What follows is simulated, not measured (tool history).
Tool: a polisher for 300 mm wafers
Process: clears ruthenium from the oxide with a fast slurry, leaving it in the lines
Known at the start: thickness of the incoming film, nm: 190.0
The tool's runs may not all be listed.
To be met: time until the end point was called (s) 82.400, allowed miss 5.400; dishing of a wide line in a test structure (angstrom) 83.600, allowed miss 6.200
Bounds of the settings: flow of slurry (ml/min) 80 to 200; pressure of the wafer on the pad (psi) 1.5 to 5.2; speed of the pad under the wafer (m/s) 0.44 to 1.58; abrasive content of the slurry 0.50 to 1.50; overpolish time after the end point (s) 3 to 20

run	hour	flow of slurry (ml/min)	pressure of the wafer on the pad (psi)	speed of the pad under the wafer (m/s)	abrasive content of the slurry	overpolish time after the end point (s)	time until the end point was called (s)	dishing of a wide line in a test structure (angstrom)
1	0.0	130	3.3	1.00	1.00	10	39.019	400.140
2	8.1	130	4.1	1.00	1.00	10	31.740	472.050
3	9.3	130	4.7	1.00	1.00	10	27.903	553.060
4	10.6	130	4.0	1.00	1.00	10	33.187	464.540
5	18.7	140	4.0	1.00	1.00	10	32.314	485.020
6	26.4	120	3.5	0.86	1.00	8	43.853	295.300
7	34.7	110	3.1	0.76	1.00	6	54.371	180.760
8	37.8	105	2.8	0.72	1.00	5	68.807	123.580
9	43.8	105	2.6	0.72	1.00	4	73.038	95.856
10	44.8	105	2.5	0.72	1.00	4	73.663	91.587
11	52.0	105	2.5	0.72	1.00	4	73.811	90.345

4 next moves are on the table. One of them brings every result within its allowed miss. Which?
A	59.2	125	2.0	0.86	1.25	4	?	?
B	59.2	120	3.0	0.60	0.75	4	?	?
C	59.2	85	3.5	0.60	1.30	3	?	?
D	59.2	100	2.6	0.82	1.00	3	?	?

move	time until the end point was called (s)	dishing of a wide line in a test structure (angstrom)
A	68.124	101.800
B	80.567	86.426
C	61.154	85.419
D	63.668	82.117
A: further off than the last run
B: meets every target
C: further off than the last run
D: further off than the last run
The right move is B.
